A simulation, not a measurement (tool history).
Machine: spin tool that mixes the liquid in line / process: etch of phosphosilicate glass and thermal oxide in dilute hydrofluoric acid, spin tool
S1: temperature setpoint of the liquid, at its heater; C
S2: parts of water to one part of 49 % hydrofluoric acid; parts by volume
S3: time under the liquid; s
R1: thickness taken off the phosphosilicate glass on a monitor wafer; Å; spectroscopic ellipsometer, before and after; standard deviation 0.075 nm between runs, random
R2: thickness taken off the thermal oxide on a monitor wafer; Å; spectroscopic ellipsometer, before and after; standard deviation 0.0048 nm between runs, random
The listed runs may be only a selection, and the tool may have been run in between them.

{"run": 1, "hour": 0.0, "S1": 26, "S2": 260, "S3": 180, "R1": 489.77, "R2": 31.006}
{"run": 2, "hour": 5.5, "S1": 26, "S2": 260, "S3": 235, "R1": 630.42, "R2": 40.877}
{"run": 3, "hour": 9.5, "S1": 23.5, "S2": 325, "S3": 195, "R1": 366.46, "R2": 23.22}
{"run": 4, "hour": 16.5, "S1": 20.5, "S2": 325, "S3": 195, "R1": 320.05, "R2": 21.243}
{"run": 5, "hour": 23.7, "S1": 20, "S2": 370, "S3": 160, "R1": 220, "R2": 14.274}
{"run": 6, "hour": 29.0, "S1": 19.5, "S2": 400, "S3": 135, "R1": 166.87, "R2": 10.54}
{"run": 7, "hour": 31.0, "S1": 19, "S2": 420, "S3": 120, "R1": 136.34, "R2": 8.6343}

Predict the results of run 8:
{"run": 8, "hour": 32.3, "S1": 18.5, "S2": 435, "S3": 110, "R1": "?", "R2": "?"}

R1: 117.4 Å
R2: 7.6219 Å

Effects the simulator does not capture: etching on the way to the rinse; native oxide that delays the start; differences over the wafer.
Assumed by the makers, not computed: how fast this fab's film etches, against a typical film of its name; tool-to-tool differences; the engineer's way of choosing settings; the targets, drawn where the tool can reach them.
